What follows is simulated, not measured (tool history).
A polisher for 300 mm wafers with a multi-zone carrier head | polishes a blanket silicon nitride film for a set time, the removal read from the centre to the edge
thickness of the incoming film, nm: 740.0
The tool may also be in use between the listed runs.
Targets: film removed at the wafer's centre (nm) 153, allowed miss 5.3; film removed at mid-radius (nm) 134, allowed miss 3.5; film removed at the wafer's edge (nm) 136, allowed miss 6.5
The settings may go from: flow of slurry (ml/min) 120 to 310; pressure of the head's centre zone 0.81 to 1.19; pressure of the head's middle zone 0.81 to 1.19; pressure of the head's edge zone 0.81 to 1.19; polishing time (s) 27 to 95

| run | hour | flow of slurry (ml/min) | pressure of the head's centre zone | pressure of the head's middle zone | pressure of the head's edge zone | polishing time (s) | film removed at the wafer's centre (nm) | film removed at mid-radius (nm) | film removed at the wafer's edge (nm) |
|---|---|---|---|---|---|---|---|---|---|
| 1 | 0 | 200 | 1 | 1 | 1 | 61 | 129.28 | 129.22 | 129.14 |
| 2 | 1.1 | 200 | 1 | 1 | 1 | 74 | 154.97 | 157.01 | 154.64 |
| 3 | 7.1 | 195 | 1.01 | 0.99 | 0.98 | 74 | 156.51 | 154.42 | 155.49 |
| 4 | 13.2 | 195 | 1.02 | 0.99 | 0.97 | 73 | 155.15 | 154.5 | 153.36 |
| 5 | 21.3 | 195 | 1.02 | 0.99 | 0.91 | 73 | 157.82 | 152.52 | 146.14 |
| 6 | 22.5 | 190 | 1.02 | 0.98 | 0.9 | 73 | 155.39 | 150.09 | 150.04 |
| 7 | 25.8 | 190 | 1.03 | 0.98 | 0.89 | 72 | 152.41 | 148.65 | 143.03 |
| 8 | 33.1 | 185 | 1.04 | 0.97 | 0.88 | 72 | 155.19 | 148.61 | 143.03 |
| 9 | 36.2 | 185 | 1.04 | 0.96 | 0.87 | 72 | 156.83 | 146.76 | 138.4 |
| 10 | 40.4 | 140 | 1.05 | 0.88 | 0.9 | 72 | 148.58 | 130.9 | 140.04 |

5 next moves are on the table. One of them brings every result within its allowed miss. Which?
| A | 44.6 | 130 | 1.1 | 0.93 | 0.87 | 73 | ? | ? | ? |
| B | 44.6 | 170 | 1.06 | 0.91 | 0.88 | 66 | ? | ? | ? |
| C | 44.6 | 140 | 1.07 | 0.84 | 0.93 | 71 | ? | ? | ? |
| D | 44.6 | 135 | 1.03 | 0.88 | 1.02 | 72 | ? | ? | ? |
| E | 44.6 | 175 | 1.04 | 0.91 | 0.92 | 66 | ? | ? | ? |

| move | film removed at the wafer's centre (nm) | film removed at mid-radius (nm) | film removed at the wafer's edge (nm) |
|---|---|---|---|
| A | 153.58 | 133.6 | 138.78 |
| B | 143.09 | 126.38 | 131.59 |
| C | 148.28 | 124.03 | 140.93 |
| D | 143.35 | 128.4 | 148.08 |
| E | 141.24 | 127.07 | 134.71 |
A: meets every target
B: further off than the last run
C: further off than the last run
D: further off than the last run
E: further off than the last run
Move A is the one to make.
